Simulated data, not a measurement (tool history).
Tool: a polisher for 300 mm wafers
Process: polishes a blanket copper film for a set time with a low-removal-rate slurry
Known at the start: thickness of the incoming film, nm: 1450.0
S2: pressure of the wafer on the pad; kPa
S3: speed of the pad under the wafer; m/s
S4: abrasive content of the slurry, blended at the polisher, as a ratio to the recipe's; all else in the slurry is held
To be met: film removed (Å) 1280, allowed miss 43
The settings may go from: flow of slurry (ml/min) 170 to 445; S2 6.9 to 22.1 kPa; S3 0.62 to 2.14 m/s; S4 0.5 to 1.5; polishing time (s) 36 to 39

Run 1, hour 0: flow of slurry (ml/min) 285, S2 14.5 kPa, S3 1.38 m/s, S4 1, polishing time (s) 39. Result: film removed (Å) 983.21.
Run 2, hour 5.1: flow of slurry (ml/min) 285, S2 14.5 kPa, S3 1.38 m/s, S4 1, polishing time (s) 39. Result: film removed (Å) 978.91.
Run 3, hour 12.5: flow of slurry (ml/min) 325, S2 14.5 kPa, S3 1.38 m/s, S4 1, polishing time (s) 39. Result: film removed (Å) 992.29.
Run 4, hour 18.3: flow of slurry (ml/min) 325, S2 15.2 kPa, S3 1.38 m/s, S4 1, polishing time (s) 39. Result: film removed (Å) 1044.1.
Run 5, hour 20.8: flow of slurry (ml/min) 325, S2 15.9 kPa, S3 1.38 m/s, S4 1, polishing time (s) 39. Result: film removed (Å) 1083.5.
Run 6, hour 21.4: flow of slurry (ml/min) 325, S2 16.5 kPa, S3 1.38 m/s, S4 1, polishing time (s) 39. Result: film removed (Å) 1141.5.
Run 7, hour 25.1: flow of slurry (ml/min) 325, S2 17.2 kPa, S3 1.38 m/s, S4 1, polishing time (s) 39. Result: film removed (Å) 1169.3.
Run 8, hour 31.2: flow of slurry (ml/min) 325, S2 17.9 kPa, S3 1.38 m/s, S4 1, polishing time (s) 39. Result: film removed (Å) 1207.
Run 9, hour 37.3: flow of slurry (ml/min) 325, S2 17.9 kPa, S3 1.38 m/s, S4 1, polishing time (s) 39. Result: film removed (Å) 1207.
Run 10, hour 42.5: flow of slurry (ml/min) 330, S2 17.9 kPa, S3 1.38 m/s, S4 1, polishing time (s) 39. Result: film removed (Å) 1228.8.

4 next moves are on the table. One of them brings every result within its allowed miss. Which?
Run A, hour 47.7: flow of slurry (ml/min) 340, S2 16.5 kPa, S3 1.5 m/s, S4 0.8, polishing time (s) 39. Result: film removed (Å) ?.
Run B, hour 47.7: flow of slurry (ml/min) 295, S2 17.2 kPa, S3 1.6 m/s, S4 1.05, polishing time (s) 39. Result: film removed (Å) ?.
Run C, hour 47.7: flow of slurry (ml/min) 300, S2 18.6 kPa, S3 1.46 m/s, S4 1.2, polishing time (s) 36. Result: film removed (Å) ?.
Run D, hour 47.7: flow of slurry (ml/min) 290, S2 17.9 kPa, S3 1.38 m/s, S4 1.2, polishing time (s) 36. Result: film removed (Å) ?.

move  film removed (Å)
   A            1123.9
   B            1347.8
   C            1285.5
   D            1173.8
A: further off than the last run
B: takes the result that was furthest off past its target
C: meets every target
D: further off than the last run
The right move is C.

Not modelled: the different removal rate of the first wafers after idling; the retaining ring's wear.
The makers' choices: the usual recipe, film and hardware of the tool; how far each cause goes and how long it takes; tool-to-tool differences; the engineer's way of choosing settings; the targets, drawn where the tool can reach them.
